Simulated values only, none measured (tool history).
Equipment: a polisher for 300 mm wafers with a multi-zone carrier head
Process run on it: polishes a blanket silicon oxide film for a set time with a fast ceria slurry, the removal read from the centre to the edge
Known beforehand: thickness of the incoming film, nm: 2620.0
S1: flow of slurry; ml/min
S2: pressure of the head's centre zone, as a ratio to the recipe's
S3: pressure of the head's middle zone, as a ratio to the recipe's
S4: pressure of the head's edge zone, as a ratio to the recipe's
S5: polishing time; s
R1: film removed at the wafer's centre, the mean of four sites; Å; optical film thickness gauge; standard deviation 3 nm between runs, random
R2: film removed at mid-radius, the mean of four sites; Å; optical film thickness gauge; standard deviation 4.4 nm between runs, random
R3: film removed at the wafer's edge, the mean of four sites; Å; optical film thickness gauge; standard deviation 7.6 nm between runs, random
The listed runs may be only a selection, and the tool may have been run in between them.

run,hour,S1,S2,S3,S4,S5,R1,R2,R3
1,0,150,1,1,1,47,3893.6,4012.4,3977.7
2,5,150,1,1,1,58,4802.9,4932,5001
3,6.7,150,0.95,1,1,58,4602.1,4926.1,5042.3
4,11.7,150,0.95,0.96,1,58,4642,4776.8,4869.5
5,18.5,130,0.95,0.96,1,58,4480.2,4662.2,4964.4
6,26.7,140,0.94,0.98,1,58,4552.4,4860,4960.3
7,31.1,180,0.87,1.07,1.03,58,4406.8,5464.6,5024
8,38.2,185,0.87,1.07,1.03,58,4472.3,5317.9,5069.2
9,43.8,190,0.87,1.08,1.03,58,4472.7,5511.5,5074.2

Run 10 comes next. What will it give?
10,47.2,195,0.87,1.08,1.03,58,?,?,?

Logged for run 10: R1 4464.8 Å, R2 5530.6 Å, R3 5192.1 Å.
